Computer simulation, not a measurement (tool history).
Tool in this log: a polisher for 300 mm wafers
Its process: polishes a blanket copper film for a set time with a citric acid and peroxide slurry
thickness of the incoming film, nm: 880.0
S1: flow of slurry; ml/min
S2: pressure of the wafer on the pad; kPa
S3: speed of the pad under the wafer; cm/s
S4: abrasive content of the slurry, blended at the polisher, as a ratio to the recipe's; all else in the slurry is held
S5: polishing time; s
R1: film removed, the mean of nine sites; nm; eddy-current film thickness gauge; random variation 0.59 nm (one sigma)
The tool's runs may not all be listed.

| run | day | S1 | S2 | S3 | S4 | S5 | R1 |
|---|---|---|---|---|---|---|---|
| 1 | 0.000 | 160 | 15.9 | 92 | 1.0 | 37 | 55.653 |
| 2 | 0.142 | 160 | 15.2 | 92 | 1.0 | 37 | 55.394 |
| 3 | 0.250 | 160 | 15.2 | 92 | 1.0 | 34 | 51.089 |
| 4 | 0.554 | 125 | 15.2 | 92 | 1.0 | 34 | 49.309 |
| 5 | 0.833 | 125 | 15.2 | 104 | 1.0 | 34 | 54.678 |
| 6 | 0.950 | 145 | 15.2 | 104 | 1.0 | 34 | 55.584 |

Run 7, settings as shown, results not yet in. Your forecast:
| 7 | 1.171 | 145 | 14.5 | 104 | 1.0 | 34 | ? |

R1: 53.542 nm

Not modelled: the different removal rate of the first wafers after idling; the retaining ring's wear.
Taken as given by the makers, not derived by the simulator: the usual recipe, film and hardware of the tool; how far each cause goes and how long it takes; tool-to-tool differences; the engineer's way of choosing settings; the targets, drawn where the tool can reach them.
